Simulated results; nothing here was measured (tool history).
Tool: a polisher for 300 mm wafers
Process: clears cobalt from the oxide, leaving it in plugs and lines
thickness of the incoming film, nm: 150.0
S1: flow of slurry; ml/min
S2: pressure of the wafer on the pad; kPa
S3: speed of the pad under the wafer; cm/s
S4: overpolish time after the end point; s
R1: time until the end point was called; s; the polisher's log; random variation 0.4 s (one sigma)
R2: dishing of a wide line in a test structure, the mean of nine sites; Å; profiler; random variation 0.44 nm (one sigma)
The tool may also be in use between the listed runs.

run,hour,S1,S2,S3,S4,R1,R2
1,0,190,14.5,78,14,37.866,390.74
2,5.1,230,14.5,78,14,37.237,403.42
3,7.7,230,14.5,78,18,37.139,475.68
4,11,215,14.5,78,16,36.999,407.23
5,11.9,215,14.5,78,19,37.351,471.79
6,20.4,215,13.1,78,19,41.598,441.17

Forecast run 7:
7,22,205,13.1,78,17,?,?

{"run 7": {"R1": 41.212, "R2": 420.05}}
